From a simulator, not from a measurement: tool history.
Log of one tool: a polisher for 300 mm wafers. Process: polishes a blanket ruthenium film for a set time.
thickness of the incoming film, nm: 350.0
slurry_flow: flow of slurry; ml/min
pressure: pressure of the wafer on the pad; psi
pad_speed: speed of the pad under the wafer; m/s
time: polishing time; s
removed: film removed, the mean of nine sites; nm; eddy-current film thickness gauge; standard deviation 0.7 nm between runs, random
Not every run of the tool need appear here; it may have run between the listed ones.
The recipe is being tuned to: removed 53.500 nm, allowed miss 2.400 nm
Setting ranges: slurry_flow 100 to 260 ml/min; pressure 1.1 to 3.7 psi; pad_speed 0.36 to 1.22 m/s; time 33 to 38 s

run 1 hour=0.0 | slurry_flow=165 pressure=2.4 pad_speed=0.78 time=38 | removed=33.124
run 2 hour=3.3 | slurry_flow=165 pressure=2.0 pad_speed=0.78 time=38 | removed=28.154
run 3 hour=5.9 | slurry_flow=165 pressure=2.2 pad_speed=0.78 time=38 | removed=30.949
run 4 hour=9.9 | slurry_flow=165 pressure=2.3 pad_speed=0.78 time=38 | removed=32.104
-- hour=14.4 worn pad replaced by a new one
run 5 hour=14.4 | slurry_flow=165 pressure=2.3 pad_speed=0.78 time=33 | removed=29.511
run 6 hour=19.3 | slurry_flow=165 pressure=2.5 pad_speed=0.78 time=33 | removed=32.807
run 7 hour=26.7 | slurry_flow=165 pressure=2.6 pad_speed=0.78 time=33 | removed=33.511
run 8 hour=31.8 | slurry_flow=165 pressure=2.7 pad_speed=0.78 time=33 | removed=35.074
run 9 hour=36.7 | slurry_flow=165 pressure=2.8 pad_speed=0.78 time=33 | removed=35.970
run 10 hour=42.1 | slurry_flow=165 pressure=2.9 pad_speed=0.78 time=33 | removed=37.508

Exercise: of the 5 proposed moves below, exactly one satisfies all targets within the stated allowed misses. Which move is it?
run A hour=47.5 | slurry_flow=130 pressure=3.2 pad_speed=0.92 time=38 | removed=?
run B hour=47.5 | slurry_flow=185 pressure=2.8 pad_speed=0.54 time=35 | removed=?
run C hour=47.5 | slurry_flow=185 pressure=3.7 pad_speed=0.88 time=38 | removed=?
run D hour=47.5 | slurry_flow=185 pressure=2.3 pad_speed=0.76 time=33 | removed=?
run E hour=47.5 | slurry_flow=170 pressure=3.1 pad_speed=0.60 time=33 | removed=?

move=A removed=52.685
move=B removed=27.280
move=C removed=61.972
move=D removed=29.684
move=E removed=30.932
A: every result within its allowed miss
B: moves away from the targets compared with the last run
C: pushes the last run's worst result past its target
D: moves away from the targets compared with the last run
E: moves away from the targets compared with the last run
A meets every target.
